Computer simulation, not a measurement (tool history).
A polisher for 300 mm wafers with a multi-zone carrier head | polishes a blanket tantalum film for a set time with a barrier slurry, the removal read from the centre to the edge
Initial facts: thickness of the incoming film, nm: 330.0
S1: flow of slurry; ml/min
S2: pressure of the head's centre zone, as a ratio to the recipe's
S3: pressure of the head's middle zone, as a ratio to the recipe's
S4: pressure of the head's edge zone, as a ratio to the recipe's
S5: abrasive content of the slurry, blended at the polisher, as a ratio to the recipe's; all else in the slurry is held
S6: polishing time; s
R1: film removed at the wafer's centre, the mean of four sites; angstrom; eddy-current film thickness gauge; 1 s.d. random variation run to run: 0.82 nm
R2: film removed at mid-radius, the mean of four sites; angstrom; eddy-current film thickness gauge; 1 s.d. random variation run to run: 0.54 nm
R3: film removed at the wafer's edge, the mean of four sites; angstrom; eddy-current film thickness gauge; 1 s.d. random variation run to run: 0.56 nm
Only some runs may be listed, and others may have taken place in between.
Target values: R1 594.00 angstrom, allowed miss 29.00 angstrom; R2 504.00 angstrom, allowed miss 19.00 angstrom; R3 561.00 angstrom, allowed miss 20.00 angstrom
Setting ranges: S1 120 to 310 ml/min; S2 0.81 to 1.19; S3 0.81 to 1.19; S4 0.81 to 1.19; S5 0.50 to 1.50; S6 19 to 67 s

{"run": 1, "hour": 0.0, "S1": 200, "S2": 1.0, "S3": 1.0, "S4": 1.0, "S5": 1.0, "S6": 43, "R1": 988.2, "R2": 931.11, "R3": 960.54}
{"run": 2, "hour": 5.1, "S1": 200, "S2": 1.0, "S3": 0.92, "S4": 1.0, "S5": 1.0, "S6": 43, "R1": 1000.8, "R2": 849.63, "R3": 959.5}
{"run": 3, "hour": 10.9, "S1": 215, "S2": 1.0, "S3": 0.92, "S4": 1.0, "S5": 1.0, "S6": 43, "R1": 985.78, "R2": 864.62, "R3": 956.06}
{"run": 4, "hour": 13.7, "S1": 215, "S2": 0.99, "S3": 0.9, "S4": 0.97, "S5": 0.85, "S6": 39, "R1": 838.99, "R2": 723.63, "R3": 815.69}
{"run": 5, "hour": 15.8, "S1": 215, "S2": 0.99, "S3": 0.9, "S4": 0.97, "S5": 0.65, "S6": 39, "R1": 773.89, "R2": 667.08, "R3": 751.99}
{"run": 6, "hour": 18.7, "S1": 240, "S2": 0.99, "S3": 0.9, "S4": 0.97, "S5": 0.65, "S6": 39, "R1": 786.94, "R2": 676.42, "R3": 753.55}
{"run": 7, "hour": 20.5, "S1": 245, "S2": 0.99, "S3": 0.89, "S4": 0.95, "S5": 0.6, "S6": 37, "R1": 734.26, "R2": 624.78, "R3": 688.01}
{"run": 8, "hour": 23.7, "S1": 245, "S2": 0.98, "S3": 0.87, "S4": 0.93, "S5": 0.55, "S6": 36, "R1": 657.19, "R2": 575.91, "R3": 630.13}
{"run": 9, "hour": 27.2, "S1": 240, "S2": 0.98, "S3": 0.85, "S4": 0.92, "S5": 0.55, "S6": 36, "R1": 658.2, "R2": 554.02, "R3": 635.0}
{"run": 10, "hour": 32.4, "S1": 240, "S2": 0.98, "S3": 0.85, "S4": 0.9, "S5": 0.55, "S6": 36, "R1": 680.75, "R2": 558.11, "R3": 631.88}
{"run": 11, "hour": 40.0, "S1": 245, "S2": 0.97, "S3": 0.85, "S4": 0.89, "S5": 0.55, "S6": 35, "R1": 636.48, "R2": 539.54, "R3": 590.7}
{"run": 12, "hour": 43.4, "S1": 245, "S2": 0.96, "S3": 0.84, "S4": 0.88, "S5": 0.55, "S6": 35, "R1": 639.67, "R2": 538.71, "R3": 608.18}
{"run": 13, "hour": 44.8, "S1": 245, "S2": 0.96, "S3": 0.84, "S4": 0.87, "S5": 0.55, "S6": 35, "R1": 649.07, "R2": 544.05, "R3": 611.66}
{"run": 14, "hour": 45.6, "S1": 245, "S2": 0.96, "S3": 0.84, "S4": 0.87, "S5": 0.55, "S6": 34, "R1": 632.46, "R2": 535.88, "R3": 583.75}

Below are 4 possible settings for the next run. Only one of them brings all results inside the allowed miss of their targets. Which is it?
{"run": "A", "hour": 46.4, "S1": 255, "S2": 0.81, "S3": 0.81, "S4": 0.97, "S5": 0.5, "S6": 35, "R1": "?", "R2": "?", "R3": "?"}
{"run": "B", "hour": 46.4, "S1": 280, "S2": 0.91, "S3": 0.9, "S4": 0.81, "S5": 0.5, "S6": 35, "R1": "?", "R2": "?", "R3": "?"}
{"run": "C", "hour": 46.4, "S1": 185, "S2": 0.83, "S3": 0.83, "S4": 1.06, "S5": 0.55, "S6": 34, "R1": "?", "R2": "?", "R3": "?"}
{"run": "D", "hour": 46.4, "S1": 245, "S2": 0.96, "S3": 0.85, "S4": 0.9, "S5": 0.6, "S6": 31, "R1": "?", "R2": "?", "R3": "?"}

move=A R1=516.37 R2=505.21 R3=608.04
move=B R1=587.79 R2=554.62 R3=563.87
move=C R1=510.17 R2=498.70 R3=621.83
move=D R1=583.65 R2=499.43 R3=559.63
A: meets the target for the result that was furthest off, but another lies outside its allowed miss
B: the biggest miss grows against the last run
C: meets the target for the result that was furthest off, but another lies outside its allowed miss
D: in spec on every target
Go with D: it meets all targets.

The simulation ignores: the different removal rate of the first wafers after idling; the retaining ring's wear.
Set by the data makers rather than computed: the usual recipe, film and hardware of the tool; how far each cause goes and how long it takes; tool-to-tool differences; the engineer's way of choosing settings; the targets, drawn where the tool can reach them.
